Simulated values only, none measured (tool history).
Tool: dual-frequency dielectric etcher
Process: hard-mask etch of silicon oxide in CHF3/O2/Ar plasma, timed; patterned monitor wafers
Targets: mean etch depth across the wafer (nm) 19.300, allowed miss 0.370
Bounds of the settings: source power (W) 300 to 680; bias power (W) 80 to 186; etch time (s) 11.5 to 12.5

| run | hour | source power (W) | bias power (W) | etch time (s) | mean etch depth across the wafer (nm) |
|---|---|---|---|---|---|
| 1 | 0.0 | 490 | 133 | 12.5 | 21.211 |
| 2 | 6.9 | 480 | 132 | 12.5 | 21.127 |
| 3 | 12.3 | 480 | 152 | 12.5 | 22.126 |
| 4 | 13.0 | 460 | 151 | 12.5 | 21.757 |
| 5 | 19.1 | 460 | 142 | 12.5 | 21.253 |
| 6 | 26.3 | 460 | 142 | 12.5 | 21.265 |
| 7 | 32.2 | 450 | 141 | 12.5 | 21.112 |
| 8 | 35.6 | 450 | 141 | 12.5 | 20.989 |
| 9 | 37.9 | 440 | 140 | 12.5 | 20.776 |
| 10 | 44.3 | 440 | 140 | 12.5 | 20.903 |
| 11 | 51.4 | 430 | 139 | 12.5 | 20.642 |
| 12 | 54.7 | 420 | 138 | 12.5 | 20.475 |
| 13 | 60.4 | 410 | 137 | 12.5 | 20.267 |
| 14 | 64.9 | 400 | 136 | 12.5 | 20.185 |
| 15 | 67.8 | 390 | 135 | 12.5 | 19.884 |

5 next moves are on the table. One of them brings every result within its allowed miss. Which?
| A | 70.7 | 390 | 105 | 12.5 | ? |
| B | 70.7 | 370 | 131 | 12.0 | ? |
| C | 70.7 | 410 | 132 | 12.5 | ? |
| D | 70.7 | 390 | 149 | 12.5 | ? |
| E | 70.7 | 430 | 127 | 12.0 | ? |

| move | mean etch depth across the wafer (nm) |
|---|---|
| A | 18.236 |
| B | 18.493 |
| C | 19.937 |
| D | 20.437 |
| E | 19.186 |
A: takes the result that was furthest off past its target
B: takes the result that was furthest off past its target
C: further off than the last run
D: further off than the last run
E: meets every target
The right move is E.

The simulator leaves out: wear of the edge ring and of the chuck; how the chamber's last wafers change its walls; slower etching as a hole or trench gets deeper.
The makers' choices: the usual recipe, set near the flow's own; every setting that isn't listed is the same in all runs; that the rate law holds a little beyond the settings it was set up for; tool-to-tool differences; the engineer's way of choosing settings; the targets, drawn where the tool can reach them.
